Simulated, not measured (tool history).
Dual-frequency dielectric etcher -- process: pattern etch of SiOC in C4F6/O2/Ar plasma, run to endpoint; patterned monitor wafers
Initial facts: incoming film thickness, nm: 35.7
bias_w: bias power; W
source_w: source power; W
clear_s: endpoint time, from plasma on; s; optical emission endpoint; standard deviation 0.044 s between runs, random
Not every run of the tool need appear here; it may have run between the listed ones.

run 1 day=0.000 | bias_w=590 source_w=380 | clear_s=10.5850
run 2 day=0.262 | bias_w=525 source_w=380 | clear_s=11.1670
run 3 day=0.533 | bias_w=444 source_w=380 | clear_s=11.9450
run 4 day=0.642 | bias_w=495 source_w=380 | clear_s=11.4920
run 5 day=0.854 | bias_w=538 source_w=380 | clear_s=11.1310
run 6 day=1.212 | bias_w=581 source_w=380 | clear_s=10.7120
run 7 day=1.312 | bias_w=611 source_w=380 | clear_s=10.4510
run 8 day=1.596 | bias_w=729 source_w=390 | clear_s=9.7146
run 9 day=1.971 | bias_w=740 source_w=390 | clear_s=9.5045
run 10 day=2.321 | bias_w=745 source_w=390 | clear_s=9.5465
run 11 day=2.450 | bias_w=752 source_w=390 | clear_s=9.5050

Estimate the outcome of run 12 from the log above:
run 12 day=2.792 | bias_w=758 source_w=390 | clear_s=?

For run 12 the tool returned clear_s 9.4479 s.

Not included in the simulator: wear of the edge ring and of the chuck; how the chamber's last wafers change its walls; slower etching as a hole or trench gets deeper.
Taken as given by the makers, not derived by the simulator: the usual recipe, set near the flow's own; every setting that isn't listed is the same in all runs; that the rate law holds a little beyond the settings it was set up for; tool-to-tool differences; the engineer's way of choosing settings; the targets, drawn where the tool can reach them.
